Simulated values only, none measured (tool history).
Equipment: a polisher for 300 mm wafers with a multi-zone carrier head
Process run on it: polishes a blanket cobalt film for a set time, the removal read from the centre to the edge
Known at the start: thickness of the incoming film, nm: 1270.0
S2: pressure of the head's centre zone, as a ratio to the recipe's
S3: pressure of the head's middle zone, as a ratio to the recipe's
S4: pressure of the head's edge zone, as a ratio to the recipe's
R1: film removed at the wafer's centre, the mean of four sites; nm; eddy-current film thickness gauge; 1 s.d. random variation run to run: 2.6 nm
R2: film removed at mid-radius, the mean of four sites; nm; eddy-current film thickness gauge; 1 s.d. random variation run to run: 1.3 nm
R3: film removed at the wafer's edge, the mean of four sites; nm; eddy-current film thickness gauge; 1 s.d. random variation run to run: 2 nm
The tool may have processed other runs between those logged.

Run 1, hour 0: flow of slurry (ml/min) 205, S2 1, S3 1, S4 1, polishing time (s) 82. Result: R1 311.81 nm, R2 315.25 nm, R3 308 nm.
Run 2, hour 6.5: flow of slurry (ml/min) 205, S2 1.07, S3 1, S4 1, polishing time (s) 82. Result: R1 342 nm, R2 316.51 nm, R3 313.27 nm.
Run 3, hour 14.6: flow of slurry (ml/min) 195, S2 1.04, S3 0.97, S4 1, polishing time (s) 79. Result: R1 315.41 nm, R2 289.21 nm, R3 294.44 nm.
Run 4, hour 21: flow of slurry (ml/min) 190, S2 1.01, S3 0.95, S4 1, polishing time (s) 77. Result: R1 294.43 nm, R2 279.13 nm, R3 287.14 nm.
Run 5, hour 24: flow of slurry (ml/min) 185, S2 0.99, S3 0.93, S4 1, polishing time (s) 75. Result: R1 275.28 nm, R2 263.32 nm, R3 281.61 nm.
Run 6, hour 28.7: flow of slurry (ml/min) 180, S2 0.97, S3 0.91, S4 0.99, polishing time (s) 74. Result: R1 261.49 nm, R2 256.64 nm, R3 273.69 nm.
Run 7, hour 31.2: flow of slurry (ml/min) 175, S2 0.96, S3 0.9, S4 0.99, polishing time (s) 73. Result: R1 259.15 nm, R2 251.51 nm, R3 272.27 nm.

The next listed run, before its measurement:
Run 8, hour 35.3: flow of slurry (ml/min) 170, S2 0.95, S3 0.89, S4 0.99, polishing time (s) 72. Result: R1 ?, R2 ?, R3 ?.

{"run 8": {"R1": 253.9, "R2": 243.51, "R3": 265.34}}
